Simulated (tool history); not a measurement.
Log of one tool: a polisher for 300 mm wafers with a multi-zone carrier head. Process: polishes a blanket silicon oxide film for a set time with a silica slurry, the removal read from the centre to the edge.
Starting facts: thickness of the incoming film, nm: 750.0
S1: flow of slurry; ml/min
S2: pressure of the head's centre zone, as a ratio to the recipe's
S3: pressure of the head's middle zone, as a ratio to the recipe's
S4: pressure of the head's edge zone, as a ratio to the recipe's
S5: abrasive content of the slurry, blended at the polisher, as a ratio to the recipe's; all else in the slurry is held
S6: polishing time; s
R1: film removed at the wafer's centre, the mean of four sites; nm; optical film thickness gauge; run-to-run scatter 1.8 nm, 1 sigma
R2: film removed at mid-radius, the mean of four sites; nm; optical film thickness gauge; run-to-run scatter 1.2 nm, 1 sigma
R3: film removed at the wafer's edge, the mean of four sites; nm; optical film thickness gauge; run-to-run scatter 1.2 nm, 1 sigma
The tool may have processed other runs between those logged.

run 1 hour=0 | S1=160 S2=1 S3=1 S4=1 S5=1 S6=52 | R1=153.29 R2=147.95 R3=146.9
run 2 hour=1.4 | S1=160 S2=1 S3=1 S4=1 S5=1 S6=40 | R1=118.52 R2=115.12 R3=113.14
run 3 hour=5 | S1=170 S2=1 S3=1.01 S4=1 S5=1 S6=40 | R1=119.76 R2=116.22 R3=113.6
run 4 hour=10.8 | S1=170 S2=1.04 S3=1.01 S4=1 S5=1 S6=40 | R1=123.13 R2=116.65 R3=112.64
run 5 hour=18.7 | S1=175 S2=1.04 S3=1.02 S4=1 S5=1 S6=40 | R1=127.97 R2=118.77 R3=113.97
run 6 hour=25.8 | S1=180 S2=1.03 S3=1.03 S4=1 S5=1 S6=40 | R1=124.55 R2=119.33 R3=114

Run 7, settings as shown, results not yet in. Your forecast:
run 7 hour=34.5 | S1=185 S2=1.03 S3=1.04 S4=1 S5=1 S6=40 | R1=? R2=? R3=?

{"run 7": {"R1": 126.77, "R2": 120.8, "R3": 116.5}}

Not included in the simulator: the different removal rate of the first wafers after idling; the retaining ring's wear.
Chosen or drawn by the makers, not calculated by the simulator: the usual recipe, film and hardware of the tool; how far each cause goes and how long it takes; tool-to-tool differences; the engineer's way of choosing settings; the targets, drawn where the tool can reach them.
